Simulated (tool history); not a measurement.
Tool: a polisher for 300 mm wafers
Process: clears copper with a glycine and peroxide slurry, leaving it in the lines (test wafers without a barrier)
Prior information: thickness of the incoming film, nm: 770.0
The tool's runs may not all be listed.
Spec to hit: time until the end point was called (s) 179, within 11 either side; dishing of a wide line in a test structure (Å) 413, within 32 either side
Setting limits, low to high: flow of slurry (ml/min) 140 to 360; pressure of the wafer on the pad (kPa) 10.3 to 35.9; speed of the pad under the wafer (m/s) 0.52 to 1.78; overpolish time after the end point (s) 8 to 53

run  hour  flow of slurry (ml/min)  pressure of the wafer on the pad (kPa)  speed of the pad under the wafer (m/s)  overpolish time after the end point (s)  time until the end point was called (s)  dishing of a wide line in a test structure (Å)
  1     0                      230                                    22.8                                    1.14                                       27                                    136.2                                          570.96
  2     1                      230                                    24.8                                    1.14                                       27                                   125.34                                          622.78
  3   5.2                      230                                    22.1                                    1.14                                       24                                   136.14                                          574.92
  4   7.2                      230                                    17.9                                    1.14                                       24                                   167.34                                          507.94
  5  10.6                      230                                    17.9                                    1.36                                       24                                   140.57                                          542.72
  6  13.1                      230                                    16.5                                    1.36                                       20                                      144                                          474.32
  7  15.6                      230                                    16.5                                    1.36                                       20                                   151.25                                          480.06
  8  17.7                      230                                    16.5                                    1.36                                       20                                      153                                          501.48
  9  24.2                      230                                    15.9                                    1.36                                       17                                    152.9                                          427.66
 10  28.5                      230                                    15.2                                    1.36                                       17                                    167.1                                          417.39

Exercise: of the 5 proposed moves below, exactly one satisfies all targets within the stated allowed misses. Which move is it?
  A  32.8                      225                                    13.8                                    1.36                                       17                                        ?                                               ?
  B  32.8                      250                                    13.8                                     1.5                                       15                                        ?                                               ?
  C  32.8                      260                                    15.2                                    1.44                                       17                                        ?                                               ?
  D  32.8                      215                                    16.5                                    1.28                                       16                                        ?                                               ?
  E  32.8                      225                                    17.9                                    1.32                                       16                                        ?                                               ?

move  time until the end point was called (s)  dishing of a wide line in a test structure (Å)
   A                                   181.18                                          407.14
   B                                   164.26                                          398.39
   C                                   156.01                                          444.77
   D                                   165.08                                          418.95
   E                                   149.13                                          445.42
A: in spec on every target
B: its largest miss is bigger than the last run's
C: its largest miss is bigger than the last run's
D: its largest miss is bigger than the last run's
E: its largest miss is bigger than the last run's
Correct choice: A, which meets every target
